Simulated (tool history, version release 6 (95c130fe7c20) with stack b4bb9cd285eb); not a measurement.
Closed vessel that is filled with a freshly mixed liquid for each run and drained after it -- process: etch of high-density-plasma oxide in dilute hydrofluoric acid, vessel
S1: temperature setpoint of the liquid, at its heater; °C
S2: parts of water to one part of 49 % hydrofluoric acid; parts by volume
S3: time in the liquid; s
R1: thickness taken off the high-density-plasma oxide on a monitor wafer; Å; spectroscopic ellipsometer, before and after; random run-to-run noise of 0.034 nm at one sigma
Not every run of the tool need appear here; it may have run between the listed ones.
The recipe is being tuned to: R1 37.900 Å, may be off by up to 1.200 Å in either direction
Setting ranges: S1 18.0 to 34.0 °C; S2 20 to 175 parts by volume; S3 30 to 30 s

run  hour    S1  S2  S3      R1
  1   0.0  26.0  95  30  21.625
  2   2.1  26.0  95  30  21.498
  3   6.9  26.0  60  30  35.726
  4  15.9  23.0  60  30  31.554
  5  23.9  24.0  60  30  33.109
  6  32.7  24.5  60  30  33.929
  7  34.9  25.0  60  30  34.688
  8  35.8  25.5  60  30  35.488

Exercise: of the 5 proposed moves below, exactly one satisfies all targets within the stated allowed misses. Which move is it?
  A  36.7  26.0  60  30   ?
  B  36.7  26.5  65  30   ?
  C  36.7  29.5  65  30   ?
  D  36.7  24.5  50  30   ?
  E  36.7  26.0  65  30   ?

move      R1
   A  36.061
   B  33.696
   C  37.887
   D  41.342
   E  33.034
A: closes in on the targets versus the last run, not all within tolerance yet
B: moves away from the targets compared with the last run
C: every result within its allowed miss
D: takes the biggest miss from the last run beyond its target
E: moves away from the targets compared with the last run
Go with C: it meets all targets.
